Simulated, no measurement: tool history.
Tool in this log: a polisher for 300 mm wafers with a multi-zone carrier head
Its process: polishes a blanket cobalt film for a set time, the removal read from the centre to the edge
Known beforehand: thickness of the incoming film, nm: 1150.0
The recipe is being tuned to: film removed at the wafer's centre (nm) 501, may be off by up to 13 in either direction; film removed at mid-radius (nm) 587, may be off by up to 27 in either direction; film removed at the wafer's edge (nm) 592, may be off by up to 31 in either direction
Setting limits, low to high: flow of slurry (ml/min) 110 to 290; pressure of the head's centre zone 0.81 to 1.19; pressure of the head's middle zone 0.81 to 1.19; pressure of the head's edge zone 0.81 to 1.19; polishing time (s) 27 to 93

run,hour,flow of slurry (ml/min),pressure of the head's centre zone,pressure of the head's middle zone,pressure of the head's edge zone,polishing time (s),film removed at the wafer's centre (nm),film removed at mid-radius (nm),film removed at the wafer's edge (nm)
1,0,185,1,1,1,59,419.21,423.84,422.14
2,1.8,185,0.99,1.01,1.02,61,426.75,433.65,444.92
3,5,210,0.99,1.01,1.02,61,437.4,452.4,445.25
4,8.6,210,0.99,1.01,1.1,61,437.73,444.09,460.32
5,13.7,210,0.99,1.05,1.1,61,435.37,456.56,462.05
6,18,210,0.99,0.99,1.1,61,437.73,435.22,483.4
7,26.8,215,0.98,1,1.11,62,445.58,441.81,468.69
8,31.4,200,0.98,1.02,1.12,64,451.08,461.64,489.35
9,39.3,200,0.97,1.03,1.13,65,455.72,475.73,492.63
10,44.1,200,0.96,1.03,1.14,66,462.67,477.5,515.77
11,51.6,200,0.95,1.04,1.14,67,455.7,488.92,523.25
12,53.8,205,0.95,1.05,1.14,68,475.59,508.7,518.25
13,56.3,200,0.94,1.05,1.15,69,479.21,517.43,534.22
14,63.9,200,0.93,1.05,1.15,70,477.46,532.57,535.82
15,69.6,200,0.92,1.05,1.15,71,478.74,519.93,561.52
16,70.9,205,0.92,1.06,1.15,71,483.87,548.79,548.44

Which single option among these 4 for the next run brings every result within its allowed miss of target? Just one does.
A,72.2,230,0.93,1.05,1.09,77,?,?,?
B,72.2,285,0.91,1.11,0.99,71,?,?,?
C,72.2,290,0.85,1.05,1.15,74,?,?,?
D,72.2,215,1,1,1.15,64,?,?,?

move,film removed at the wafer's centre (nm),film removed at mid-radius (nm),film removed at the wafer's edge (nm)
A,534.47,596.08,597.96
B,498.53,589.98,535.03
C,496.08,587.92,602.15
D,463.46,471.5,507.86
A: puts the biggest miss on target and leaves a different result outside tolerance
B: puts the biggest miss on target and leaves a different result outside tolerance
C: each result inside its tolerance
D: moves away from the targets compared with the last run
The right move is C.

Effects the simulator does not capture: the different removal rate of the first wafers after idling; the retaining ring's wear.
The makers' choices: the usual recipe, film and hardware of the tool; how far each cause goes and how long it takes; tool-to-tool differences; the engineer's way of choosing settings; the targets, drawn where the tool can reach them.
